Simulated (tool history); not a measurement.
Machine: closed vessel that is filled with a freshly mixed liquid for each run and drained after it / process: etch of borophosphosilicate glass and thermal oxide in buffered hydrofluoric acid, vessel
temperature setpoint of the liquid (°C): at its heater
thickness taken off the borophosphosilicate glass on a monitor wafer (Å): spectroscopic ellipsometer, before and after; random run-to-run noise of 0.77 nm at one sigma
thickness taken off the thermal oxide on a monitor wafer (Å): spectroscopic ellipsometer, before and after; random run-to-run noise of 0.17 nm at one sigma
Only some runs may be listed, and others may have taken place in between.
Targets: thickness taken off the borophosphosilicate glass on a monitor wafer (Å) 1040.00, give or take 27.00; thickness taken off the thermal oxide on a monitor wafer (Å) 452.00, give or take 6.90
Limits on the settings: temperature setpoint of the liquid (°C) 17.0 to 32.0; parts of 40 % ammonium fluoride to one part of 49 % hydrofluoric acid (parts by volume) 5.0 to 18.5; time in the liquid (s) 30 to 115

run  hour  temperature setpoint of the liquid (°C)  parts of 40 % ammonium fluoride to one part of 49 % hydrofluoric acid (parts by volume)  time in the liquid (s)  thickness taken off the borophosphosilicate glass on a monitor wafer (Å)  thickness taken off the thermal oxide on a monitor wafer (Å)
  1   0.0                                     24.0                                                                                     11.5                      60                                                                   1312.90                                                        574.78
  2   2.3                                     22.5                                                                                     11.5                      60                                                                   1225.90                                                        530.47
  3   8.2                                     21.0                                                                                     11.5                      60                                                                   1122.00                                                        487.89
  4  15.5                                     20.5                                                                                     11.5                      60                                                                   1095.10                                                        473.16
  5  22.5                                     20.5                                                                                     11.5                      40                                                                    728.63                                                        316.41
  6  25.8                                     22.5                                                                                     11.5                      40                                                                    817.17                                                        351.29
  7  29.9                                     24.0                                                                                     11.5                      40                                                                    874.74                                                        383.98
  8  38.1                                     25.0                                                                                     11.5                      40                                                                    936.32                                                        405.31
  9  43.2                                     25.5                                                                                     11.5                      40                                                                    950.25                                                        417.85
 10  46.5                                     26.0                                                                                     11.5                      40                                                                    983.09                                                        426.79
 11  52.2                                     26.5                                                                                     11.5                      40                                                                    999.85                                                        437.95

Exactly one of the 4 candidate moves below puts every result within its allowed miss. Which one?
  A  57.9                                     28.5                                                                                     13.0                      40                                                                         ?                                                             ?
  B  57.9                                     20.5                                                                                      7.5                      40                                                                         ?                                                             ?
  C  57.9                                     26.5                                                                                      9.5                      35                                                                         ?                                                             ?
  D  57.9                                     20.5                                                                                     10.5                      55                                                                         ?                                                             ?

move  thickness taken off the borophosphosilicate glass on a monitor wafer (Å)  thickness taken off the thermal oxide on a monitor wafer (Å)
   A                                                                    999.25                                                        433.72
   B                                                                   1098.40                                                        472.16
   C                                                                   1051.40                                                        455.00
   D                                                                   1102.00                                                        475.45
A: further off than the last run
B: pushes the last run's worst result past its target
C: all results in spec
D: pushes the last run's worst result past its target
Answer: C

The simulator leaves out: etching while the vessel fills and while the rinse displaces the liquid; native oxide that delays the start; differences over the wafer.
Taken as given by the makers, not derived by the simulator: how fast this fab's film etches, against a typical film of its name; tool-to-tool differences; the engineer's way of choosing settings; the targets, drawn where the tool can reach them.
